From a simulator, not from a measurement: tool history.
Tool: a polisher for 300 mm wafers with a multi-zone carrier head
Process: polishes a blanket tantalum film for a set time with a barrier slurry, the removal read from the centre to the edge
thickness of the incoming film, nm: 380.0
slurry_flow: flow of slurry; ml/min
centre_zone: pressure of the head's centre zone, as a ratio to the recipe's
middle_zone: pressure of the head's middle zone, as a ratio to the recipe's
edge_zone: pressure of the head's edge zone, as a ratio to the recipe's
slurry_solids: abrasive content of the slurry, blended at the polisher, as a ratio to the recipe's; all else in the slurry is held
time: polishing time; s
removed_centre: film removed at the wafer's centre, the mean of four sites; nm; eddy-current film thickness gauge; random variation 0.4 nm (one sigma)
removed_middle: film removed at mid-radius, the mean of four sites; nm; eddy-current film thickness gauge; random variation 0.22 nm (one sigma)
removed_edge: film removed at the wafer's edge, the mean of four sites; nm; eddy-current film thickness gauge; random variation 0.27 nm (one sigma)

run	day	slurry_flow	centre_zone	middle_zone	edge_zone	slurry_solids	time	removed_centre	removed_middle	removed_edge
1	0	150	1	1	1	1	34	47.72	48.997	49.363
2	0.129	150	1	1	1.08	1	34	47.697	48.743	49.779
3	0.333	155	1.06	1.04	1.04	0.85	30	44.489	43.135	42.213
4	0.504	190	1.06	1.04	1.04	0.85	30	44.611	44.457	42.86
5	0.779	190	1.06	1.04	1.04	0.85	24	35.761	36.159	35.034
6	0.908	190	1.06	1.04	1.04	0.7	24	33.682	33.447	31.966
7	1.046	190	1.07	1.04	0.98	0.7	24	34.211	33.385	31.256

Run 8 comes next. What will it give?
8	1.104	190	1.08	1.05	0.94	0.7	24	?	?	?

Run 8 gave removed_centre 34.489 nm, removed_middle 33.59 nm, removed_edge 30.626 nm.
